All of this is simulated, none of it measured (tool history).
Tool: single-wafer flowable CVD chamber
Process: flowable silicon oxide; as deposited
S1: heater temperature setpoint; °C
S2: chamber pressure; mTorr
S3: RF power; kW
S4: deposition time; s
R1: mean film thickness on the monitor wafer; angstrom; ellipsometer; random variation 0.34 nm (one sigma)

Run 1, hour 0.0: S1 100 °C, S2 780 mTorr, S3 2.115 kW, S4 224 s. Result: R1 1267.10 angstrom.
Run 2, hour 7.5: S1 102 °C, S2 780 mTorr, S3 2.115 kW, S4 224 s. Result: R1 1187.10 angstrom.
Run 3, hour 8.4: S1 103 °C, S2 780 mTorr, S3 2.115 kW, S4 224 s. Result: R1 1148.80 angstrom.
Run 4, hour 14.3: S1 104 °C, S2 780 mTorr, S3 2.115 kW, S4 224 s. Result: R1 1119.10 angstrom.
Run 5, hour 19.7: S1 104 °C, S2 780 mTorr, S3 1.880 kW, S4 224 s. Result: R1 1104.70 angstrom.
Run 6, hour 20.7: S1 105 °C, S2 780 mTorr, S3 1.880 kW, S4 224 s. Result: R1 1072.50 angstrom.
Run 7, hour 26.9: S1 106 °C, S2 780 mTorr, S3 1.880 kW, S4 224 s. Result: R1 1035.80 angstrom.
Run 8, hour 27.5: S1 107 °C, S2 780 mTorr, S3 1.880 kW, S4 224 s. Result: R1 1016.90 angstrom.

Forecast run 9:
Run 9, hour 36.1: S1 108 °C, S2 780 mTorr, S3 1.880 kW, S4 224 s. Result: R1 ?.

Run 9 gave R1 979.96 angstrom.
